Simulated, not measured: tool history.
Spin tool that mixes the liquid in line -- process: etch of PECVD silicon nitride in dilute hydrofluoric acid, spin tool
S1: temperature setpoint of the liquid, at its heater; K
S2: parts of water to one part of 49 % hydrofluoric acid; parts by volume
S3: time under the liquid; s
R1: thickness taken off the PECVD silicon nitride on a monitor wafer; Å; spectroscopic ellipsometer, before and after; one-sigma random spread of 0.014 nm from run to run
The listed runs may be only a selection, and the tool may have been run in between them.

Run 1, hour 0: S1 295.15 K, S2 105 parts by volume, S3 85 s. Result: R1 14.994 Å.
Run 2, hour 3.8: S1 292.65 K, S2 105 parts by volume, S3 85 s. Result: R1 12.818 Å.
Run 3, hour 7.4: S1 292.65 K, S2 105 parts by volume, S3 85 s. Result: R1 12.739 Å.
Run 4, hour 12.4: S1 295.65 K, S2 105 parts by volume, S3 85 s. Result: R1 15.617 Å.
Run 5, hour 19: S1 296.65 K, S2 105 parts by volume, S3 85 s. Result: R1 16.463 Å.
Run 6, hour 27.9: S1 296.65 K, S2 130 parts by volume, S3 85 s. Result: R1 13.552 Å.
Run 7, hour 34.5: S1 298.65 K, S2 130 parts by volume, S3 85 s. Result: R1 15.381 Å.
Run 8, hour 38.6: S1 298.65 K, S2 130 parts by volume, S3 85 s. Result: R1 15.419 Å.
Run 9, hour 40.4: S1 299.65 K, S2 130 parts by volume, S3 85 s. Result: R1 16.252 Å.
Run 10, hour 47.9: S1 300.65 K, S2 130 parts by volume, S3 85 s. Result: R1 17.399 Å.

What does the tool deliver on the next run?
Run 11, hour 49.4: S1 301.15 K, S2 130 parts by volume, S3 85 s. Result: R1 ?.

{"run 11": {"R1": 17.953}}
